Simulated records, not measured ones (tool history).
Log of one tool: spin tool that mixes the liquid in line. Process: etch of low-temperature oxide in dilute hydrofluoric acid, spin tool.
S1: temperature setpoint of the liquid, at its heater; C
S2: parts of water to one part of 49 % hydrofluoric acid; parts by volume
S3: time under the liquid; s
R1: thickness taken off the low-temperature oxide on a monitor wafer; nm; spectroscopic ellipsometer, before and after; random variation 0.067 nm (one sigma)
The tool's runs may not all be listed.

run 1 day=0.000 | S1=22.0 S2=275 S3=275 | R1=10.5840
run 2 day=0.088 | S1=24.0 S2=275 S3=275 | R1=11.1740
run 3 day=0.438 | S1=23.0 S2=285 S3=275 | R1=10.4120
run 4 day=0.658 | S1=22.0 S2=295 S3=275 | R1=9.6543
run 5 day=1.021 | S1=22.0 S2=245 S3=275 | R1=12.1650
run 6 day=1.179 | S1=19.5 S2=245 S3=275 | R1=10.9690
run 7 day=1.475 | S1=19.0 S2=260 S3=275 | R1=10.0810
run 8 day=1.708 | S1=18.5 S2=270 S3=275 | R1=9.4881

Run 9 comes next. What will it give?
run 9 day=1.950 | S1=18.0 S2=280 S3=275 | R1=?

Run 9 gave R1 8.8864 nm.
